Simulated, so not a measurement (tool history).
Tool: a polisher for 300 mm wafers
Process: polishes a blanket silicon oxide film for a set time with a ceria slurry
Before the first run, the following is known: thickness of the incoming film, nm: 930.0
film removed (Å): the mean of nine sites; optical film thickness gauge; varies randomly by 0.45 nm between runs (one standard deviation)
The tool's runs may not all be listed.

| run | day | flow of slurry (ml/min) | pressure of the wafer on the pad (kPa) | speed of the pad under the wafer (m/s) | polishing time (s) | film removed (Å) |
|---|---|---|---|---|---|---|
| 1 | 0.000 | 145 | 27.6 | 1.06 | 23 | 1529.80 |
| 2 | 0.254 | 110 | 27.6 | 1.06 | 23 | 1466.80 |
| 3 | 0.529 | 105 | 22.8 | 0.98 | 23 | 1119.00 |
| 4 | 0.604 | 105 | 22.8 | 0.98 | 23 | 1126.70 |
| 5 | 0.708 | 100 | 19.3 | 0.94 | 23 | 915.87 |
| 6 | 1.000 | 100 | 17.2 | 0.92 | 23 | 794.91 |
| 7 | 1.246 | 100 | 15.9 | 0.92 | 23 | 735.32 |

Run 8 has not been measured yet. What should we expect?
| 8 | 1.354 | 100 | 15.2 | 0.92 | 23 | ? |

{"run 8": {"film removed (Å)": 712.82}}
